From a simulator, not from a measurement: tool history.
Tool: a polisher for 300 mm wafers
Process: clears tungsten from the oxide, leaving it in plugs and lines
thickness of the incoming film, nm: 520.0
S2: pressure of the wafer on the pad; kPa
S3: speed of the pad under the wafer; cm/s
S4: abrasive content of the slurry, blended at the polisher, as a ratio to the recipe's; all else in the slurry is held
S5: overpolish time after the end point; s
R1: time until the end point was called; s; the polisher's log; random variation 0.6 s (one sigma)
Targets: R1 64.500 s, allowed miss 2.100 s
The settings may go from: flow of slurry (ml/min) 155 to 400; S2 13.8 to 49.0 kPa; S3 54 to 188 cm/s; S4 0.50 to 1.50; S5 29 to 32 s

Run 1, hour 0.0: flow of slurry (ml/min) 255, S2 31.0 kPa, S3 120 cm/s, S4 1.00, S5 29 s. Result: R1 86.178 s.
Run 2, hour 6.7: flow of slurry (ml/min) 255, S2 37.2 kPa, S3 120 cm/s, S4 1.00, S5 29 s. Result: R1 73.921 s.
Run 3, hour 8.8: flow of slurry (ml/min) 255, S2 37.2 kPa, S3 98 cm/s, S4 1.00, S5 29 s. Result: R1 88.548 s.
Run 4, hour 11.4: flow of slurry (ml/min) 255, S2 39.3 kPa, S3 98 cm/s, S4 1.00, S5 29 s. Result: R1 84.754 s.
At hour 16.9: slurry nozzle cleaned.
Run 5, hour 16.9: flow of slurry (ml/min) 255, S2 40.7 kPa, S3 98 cm/s, S4 1.00, S5 29 s. Result: R1 79.659 s.
Run 6, hour 23.4: flow of slurry (ml/min) 255, S2 40.7 kPa, S3 98 cm/s, S4 1.00, S5 29 s. Result: R1 80.274 s.
Run 7, hour 30.8: flow of slurry (ml/min) 255, S2 42.1 kPa, S3 98 cm/s, S4 1.00, S5 29 s. Result: R1 75.294 s.
Run 8, hour 37.4: flow of slurry (ml/min) 255, S2 42.7 kPa, S3 98 cm/s, S4 1.00, S5 29 s. Result: R1 74.339 s.
Run 9, hour 40.2: flow of slurry (ml/min) 255, S2 43.4 kPa, S3 98 cm/s, S4 1.00, S5 29 s. Result: R1 72.463 s.

5 next moves are on the table. One of them brings every result within its allowed miss. Which?
Run A, hour 43.0: flow of slurry (ml/min) 270, S2 46.2 kPa, S3 102 cm/s, S4 1.15, S5 29 s. Result: R1 ?.
Run B, hour 43.0: flow of slurry (ml/min) 255, S2 42.7 kPa, S3 104 cm/s, S4 1.00, S5 31 s. Result: R1 ?.
Run C, hour 43.0: flow of slurry (ml/min) 355, S2 42.7 kPa, S3 100 cm/s, S4 1.10, S5 29 s. Result: R1 ?.
Run D, hour 43.0: flow of slurry (ml/min) 275, S2 47.6 kPa, S3 96 cm/s, S4 1.00, S5 30 s. Result: R1 ?.
Run E, hour 43.0: flow of slurry (ml/min) 260, S2 45.5 kPa, S3 116 cm/s, S4 1.05, S5 32 s. Result: R1 ?.

move      R1
   A  64.229
   B  70.316
   C  69.566
   D  67.713
   E  59.534
A: meets every target
B: nearer than the last run, and not there yet
C: nearer than the last run, and not there yet
D: nearer than the last run, and not there yet
E: takes the result that was furthest off past its target
Answer: A

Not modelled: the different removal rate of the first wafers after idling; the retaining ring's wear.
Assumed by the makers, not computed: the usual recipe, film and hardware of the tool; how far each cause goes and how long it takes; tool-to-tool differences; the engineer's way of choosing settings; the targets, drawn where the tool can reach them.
